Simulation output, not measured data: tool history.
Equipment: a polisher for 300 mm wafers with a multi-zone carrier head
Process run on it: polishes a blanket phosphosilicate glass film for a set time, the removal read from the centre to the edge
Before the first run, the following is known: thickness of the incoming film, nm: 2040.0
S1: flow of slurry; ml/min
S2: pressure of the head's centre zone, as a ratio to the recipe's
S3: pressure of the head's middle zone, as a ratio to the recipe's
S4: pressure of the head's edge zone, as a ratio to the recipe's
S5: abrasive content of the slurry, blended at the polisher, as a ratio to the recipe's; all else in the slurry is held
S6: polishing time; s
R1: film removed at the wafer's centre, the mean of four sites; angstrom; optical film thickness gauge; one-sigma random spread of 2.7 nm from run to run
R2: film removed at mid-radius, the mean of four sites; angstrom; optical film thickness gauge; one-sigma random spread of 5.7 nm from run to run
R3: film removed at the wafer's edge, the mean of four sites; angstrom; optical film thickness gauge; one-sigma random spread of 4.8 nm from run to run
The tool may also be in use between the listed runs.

Run 1, day 0.000: S1 235 ml/min, S2 1.00, S3 1.00, S4 1.00, S5 1.00, S6 39 s. Result: R1 3635.7 angstrom, R2 3620.9 angstrom, R3 3659.1 angstrom.
Run 2, day 0.246: S1 265 ml/min, S2 1.00, S3 1.00, S4 1.00, S5 1.00, S6 39 s. Result: R1 3692.5 angstrom, R2 3747.3 angstrom, R3 3711.9 angstrom.
Run 3, day 0.604: S1 265 ml/min, S2 1.00, S3 1.00, S4 1.00, S5 1.00, S6 33 s. Result: R1 3095.9 angstrom, R2 3189.9 angstrom, R3 3124.5 angstrom.
Run 4, day 0.638: S1 270 ml/min, S2 1.02, S3 1.02, S4 1.01, S5 1.05, S6 33 s. Result: R1 3246.7 angstrom, R2 3240.2 angstrom, R3 3270.6 angstrom.
Run 5, day 0.867: S1 280 ml/min, S2 1.03, S3 1.04, S4 0.99, S5 1.10, S6 33 s. Result: R1 3304.6 angstrom, R2 3424.5 angstrom, R3 3180.3 angstrom.
Run 6, day 1.212: S1 285 ml/min, S2 1.05, S3 1.05, S4 1.00, S5 1.15, S6 33 s. Result: R1 3419.2 angstrom, R2 3492.9 angstrom, R3 3287.1 angstrom.
Run 7, day 1.554: S1 290 ml/min, S2 1.07, S3 1.06, S4 1.01, S5 1.20, S6 33 s. Result: R1 3600.7 angstrom, R2 3550.2 angstrom, R3 3335.6 angstrom.
Run 8, day 1.600: S1 295 ml/min, S2 1.08, S3 1.07, S4 1.02, S5 1.25, S6 33 s. Result: R1 3619.9 angstrom, R2 3724.1 angstrom, R3 3480.8 angstrom.
Run 9, day 1.746: S1 295 ml/min, S2 1.09, S3 1.07, S4 1.02, S5 1.25, S6 33 s. Result: R1 3657.1 angstrom, R2 3583.3 angstrom, R3 3525.4 angstrom.
Run 10, day 2.108: S1 300 ml/min, S2 1.10, S3 1.08, S4 1.02, S5 1.30, S6 33 s. Result: R1 3730.0 angstrom, R2 3726.6 angstrom, R3 3516.6 angstrom.
Run 11, day 2.171: S1 300 ml/min, S2 1.11, S3 1.09, S4 1.02, S5 1.30, S6 33 s. Result: R1 3764.5 angstrom, R2 3742.9 angstrom, R3 3466.7 angstrom.
Run 12, day 2.267: S1 305 ml/min, S2 1.12, S3 1.09, S4 1.02, S5 1.30, S6 33 s. Result: R1 3763.7 angstrom, R2 3817.5 angstrom, R3 3534.3 angstrom.

Run 13 has not been measured yet. What should we expect?
Run 13, day 2.612: S1 305 ml/min, S2 1.13, S3 1.09, S4 1.02, S5 1.30, S6 33 s. Result: R1 ?, R2 ?, R3 ?.

R1: 3821.5 angstrom
R2: 3777.3 angstrom
R3: 3484.8 angstrom
